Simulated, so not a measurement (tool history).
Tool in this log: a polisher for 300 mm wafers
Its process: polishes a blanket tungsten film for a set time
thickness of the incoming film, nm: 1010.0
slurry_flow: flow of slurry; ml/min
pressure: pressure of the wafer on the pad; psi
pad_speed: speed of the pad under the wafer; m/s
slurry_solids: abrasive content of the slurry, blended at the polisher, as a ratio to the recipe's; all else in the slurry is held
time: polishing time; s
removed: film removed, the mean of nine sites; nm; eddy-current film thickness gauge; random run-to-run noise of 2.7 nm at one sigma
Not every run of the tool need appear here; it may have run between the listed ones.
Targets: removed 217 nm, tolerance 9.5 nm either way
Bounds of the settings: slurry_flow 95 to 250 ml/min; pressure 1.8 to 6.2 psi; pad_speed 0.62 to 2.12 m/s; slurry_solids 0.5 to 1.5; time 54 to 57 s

Run 1, hour 0: slurry_flow 160 ml/min, pressure 4 psi, pad_speed 1.36 m/s, slurry_solids 1, time 54 s. Result: removed 421.87 nm.
Run 2, hour 5: slurry_flow 160 ml/min, pressure 4 psi, pad_speed 1.36 m/s, slurry_solids 1, time 57 s. Result: removed 434.63 nm.
Run 3, hour 7.5: slurry_flow 160 ml/min, pressure 3.6 psi, pad_speed 1.32 m/s, slurry_solids 1, time 57 s. Result: removed 381.85 nm.
Run 4, hour 16.2: slurry_flow 160 ml/min, pressure 3.6 psi, pad_speed 1.32 m/s, slurry_solids 1, time 54 s. Result: removed 366.98 nm.
Run 5, hour 23.2: slurry_flow 160 ml/min, pressure 2.7 psi, pad_speed 1.32 m/s, slurry_solids 1, time 54 s. Result: removed 277.46 nm.
Run 6, hour 29.8: slurry_flow 160 ml/min, pressure 3.3 psi, pad_speed 1.32 m/s, slurry_solids 1, time 54 s. Result: removed 340.96 nm.
Run 7, hour 32.6: slurry_flow 160 ml/min, pressure 3 psi, pad_speed 1.3 m/s, slurry_solids 1, time 54 s. Result: removed 304.05 nm.
Run 8, hour 35: slurry_flow 155 ml/min, pressure 1.9 psi, pad_speed 1.28 m/s, slurry_solids 1, time 54 s. Result: removed 190.14 nm.
Run 9, hour 38.7: slurry_flow 155 ml/min, pressure 1.9 psi, pad_speed 1.28 m/s, slurry_solids 1, time 54 s. Result: removed 188.42 nm.
Run 10, hour 43.8: slurry_flow 160 ml/min, pressure 1.9 psi, pad_speed 1.28 m/s, slurry_solids 1, time 54 s. Result: removed 195.02 nm.
Run 11, hour 49.3: slurry_flow 165 ml/min, pressure 1.9 psi, pad_speed 1.28 m/s, slurry_solids 1, time 54 s. Result: removed 191.18 nm.
Run 12, hour 57.8: slurry_flow 165 ml/min, pressure 2 psi, pad_speed 1.28 m/s, slurry_solids 1, time 54 s. Result: removed 202.42 nm.
Run 13, hour 62.2: slurry_flow 170 ml/min, pressure 2 psi, pad_speed 1.28 m/s, slurry_solids 1, time 54 s. Result: removed 198.5 nm.
Run 14, hour 69.8: slurry_flow 170 ml/min, pressure 2 psi, pad_speed 1.28 m/s, slurry_solids 1, time 54 s. Result: removed 202.28 nm.

Next run, 5 choices. One meets every target within its allowed miss, the rest don't. Which?
Run A, hour 77.4: slurry_flow 185 ml/min, pressure 1.8 psi, pad_speed 1.26 m/s, slurry_solids 1.1, time 54 s. Result: removed ?.
Run B, hour 77.4: slurry_flow 150 ml/min, pressure 1.8 psi, pad_speed 1.38 m/s, slurry_solids 1.1, time 54 s. Result: removed ?.
Run C, hour 77.4: slurry_flow 145 ml/min, pressure 2 psi, pad_speed 1.18 m/s, slurry_solids 0.95, time 54 s. Result: removed ?.
Run D, hour 77.4: slurry_flow 170 ml/min, pressure 2.1 psi, pad_speed 1.2 m/s, slurry_solids 1, time 54 s. Result: removed ?.
Run E, hour 77.4: slurry_flow 250 ml/min, pressure 1.8 psi, pad_speed 1.34 m/s, slurry_solids 1.45, time 54 s. Result: removed ?.

move  removed
   A    186.2
   B   196.15
   C   178.92
   D   198.29
   E   218.99
A: the biggest miss grows against the last run
B: the biggest miss grows against the last run
C: the biggest miss grows against the last run
D: the biggest miss grows against the last run
E: hits every target within its allowed miss
Answer: E
